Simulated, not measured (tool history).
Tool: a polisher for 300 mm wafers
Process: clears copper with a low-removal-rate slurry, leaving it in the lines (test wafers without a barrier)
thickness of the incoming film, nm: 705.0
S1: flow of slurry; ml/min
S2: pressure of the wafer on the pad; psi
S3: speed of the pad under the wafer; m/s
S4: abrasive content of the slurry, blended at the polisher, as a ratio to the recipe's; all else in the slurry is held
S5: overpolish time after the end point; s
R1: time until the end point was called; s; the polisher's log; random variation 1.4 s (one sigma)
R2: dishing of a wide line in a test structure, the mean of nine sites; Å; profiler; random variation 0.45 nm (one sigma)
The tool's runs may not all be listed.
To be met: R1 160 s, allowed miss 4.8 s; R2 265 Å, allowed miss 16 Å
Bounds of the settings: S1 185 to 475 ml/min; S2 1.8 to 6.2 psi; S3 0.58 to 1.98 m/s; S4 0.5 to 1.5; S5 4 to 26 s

run	day	S1	S2	S3	S4	S5	R1	R2
1	0	305	4	1.28	1	13	118.84	421.81
2	0.325	305	4	1.28	0.85	13	123.19	424.15
3	0.492	305	4	1.28	0.85	8	122.16	287.16
4	0.842	305	4	1.28	0.75	8	124.1	273.68
5	0.912	305	3.7	1.28	0.75	9	135.83	287.62
6	1.154	355	3.7	1.28	0.75	9	133	296.79
7	1.462	345	3.5	1.28	0.75	9	140.73	273.96
8	1.742	340	3.4	1.28	0.75	9	143.2	263.22
9	2.058	335	3.3	1.28	0.75	9	148.3	258.69
10	2.229	330	3.2	1.28	0.75	9	153.47	249.82

Which of these 5 next moves meets every target?
A	2.4	290	3	1.2	0.8	13	?	?
B	2.4	425	3.4	1.18	0.6	8	?	?
C	2.4	315	3.1	1.28	0.7	10	?	?
D	2.4	245	2.4	1.62	0.5	10	?	?
E	2.4	315	3.4	1.2	0.65	8	?	?

move	R1	R2
A	173.95	315.01
B	159.58	222.97
C	160.78	269.18
D	176.62	244.54
E	158.52	224.32
A: takes the result that was furthest off past its target
B: brings the result that was furthest off to its target, and leaves another outside
C: meets every target
D: takes the result that was furthest off past its target
E: brings the result that was furthest off to its target, and leaves another outside
Move C is the one to make.

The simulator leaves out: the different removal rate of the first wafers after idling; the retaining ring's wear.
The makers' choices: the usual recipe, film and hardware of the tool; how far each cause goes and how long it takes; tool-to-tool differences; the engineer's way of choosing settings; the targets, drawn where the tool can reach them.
